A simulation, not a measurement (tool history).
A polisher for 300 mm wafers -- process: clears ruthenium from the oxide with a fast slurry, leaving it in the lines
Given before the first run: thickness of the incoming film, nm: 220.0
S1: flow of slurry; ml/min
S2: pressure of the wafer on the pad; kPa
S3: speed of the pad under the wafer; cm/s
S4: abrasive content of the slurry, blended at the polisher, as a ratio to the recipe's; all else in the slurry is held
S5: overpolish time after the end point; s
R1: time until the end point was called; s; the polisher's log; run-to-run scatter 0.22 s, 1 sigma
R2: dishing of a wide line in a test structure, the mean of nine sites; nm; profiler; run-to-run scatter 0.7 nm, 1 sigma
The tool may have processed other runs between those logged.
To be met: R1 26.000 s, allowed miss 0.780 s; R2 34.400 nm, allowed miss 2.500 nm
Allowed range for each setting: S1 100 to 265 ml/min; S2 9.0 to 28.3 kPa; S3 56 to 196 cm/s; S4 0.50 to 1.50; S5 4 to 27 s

{"run": 1, "day": 0.0, "S1": 170, "S2": 18.6, "S3": 126, "S4": 1.0, "S5": 14, "R1": 46.044, "R2": 33.722}
{"run": 2, "day": 0.204, "S1": 180, "S2": 21.4, "S3": 126, "S4": 1.0, "S5": 12, "R1": 40.544, "R2": 33.225}
{"run": 3, "day": 0.308, "S1": 185, "S2": 23.4, "S3": 130, "S4": 1.0, "S5": 11, "R1": 35.891, "R2": 33.543}
{"run": 4, "day": 0.554, "S1": 185, "S2": 21.4, "S3": 130, "S4": 1.0, "S5": 11, "R1": 39.06, "R2": 32.564}
{"run": 5, "day": 0.879, "S1": 185, "S2": 21.4, "S3": 144, "S4": 1.0, "S5": 11, "R1": 36.133, "R2": 34.62}
{"run": 6, "day": 0.996, "S1": 155, "S2": 21.4, "S3": 144, "S4": 1.0, "S5": 11, "R1": 37.404, "R2": 34.761}
{"run": 7, "day": 1.271, "S1": 155, "S2": 21.4, "S3": 144, "S4": 1.0, "S5": 11, "R1": 37.128, "R2": 34.93}
{"run": 8, "day": 1.467, "S1": 170, "S2": 23.4, "S3": 144, "S4": 1.0, "S5": 10, "R1": 33.828, "R2": 34.162}
{"run": 9, "day": 1.617, "S1": 185, "S2": 24.8, "S3": 144, "S4": 1.0, "S5": 9, "R1": 31.634, "R2": 33.559}
{"run": 10, "day": 1.712, "S1": 195, "S2": 26.2, "S3": 144, "S4": 1.0, "S5": 9, "R1": 29.581, "R2": 33.189}
{"run": 11, "day": 1.921, "S1": 200, "S2": 26.9, "S3": 144, "S4": 1.0, "S5": 9, "R1": 28.834, "R2": 34.696}
{"run": 12, "day": 2.267, "S1": 205, "S2": 27.6, "S3": 146, "S4": 1.0, "S5": 9, "R1": 27.831, "R2": 36.479}
{"run": 13, "day": 2.412, "S1": 205, "S2": 28.3, "S3": 152, "S4": 1.0, "S5": 6, "R1": 26.214, "R2": 29.518}
{"run": 14, "day": 2.471, "S1": 205, "S2": 28.3, "S3": 152, "S4": 1.0, "S5": 7, "R1": 26.327, "R2": 32.62}

Which of these 4 next moves meets every target?
{"run": "A", "day": 2.529, "S1": 265, "S2": 28.3, "S3": 178, "S4": 0.7, "S5": 6, "R1": "?", "R2": "?"}
{"run": "B", "day": 2.529, "S1": 195, "S2": 28.3, "S3": 150, "S4": 1.05, "S5": 8, "R1": "?", "R2": "?"}
{"run": "C", "day": 2.529, "S1": 260, "S2": 26.9, "S3": 144, "S4": 1.0, "S5": 7, "R1": "?", "R2": "?"}
{"run": "D", "day": 2.529, "S1": 250, "S2": 28.3, "S3": 148, "S4": 1.05, "S5": 6, "R1": "?", "R2": "?"}

move=A R1=27.104 R2=28.982
move=B R1=26.424 R2=34.870
move=C R1=28.285 R2=31.071
move=D R1=25.886 R2=29.841
A: lands further from the targets than the last run did
B: meets every target
C: lands further from the targets than the last run did
D: lands further from the targets than the last run did
B is the move that brings every result within its allowed miss.
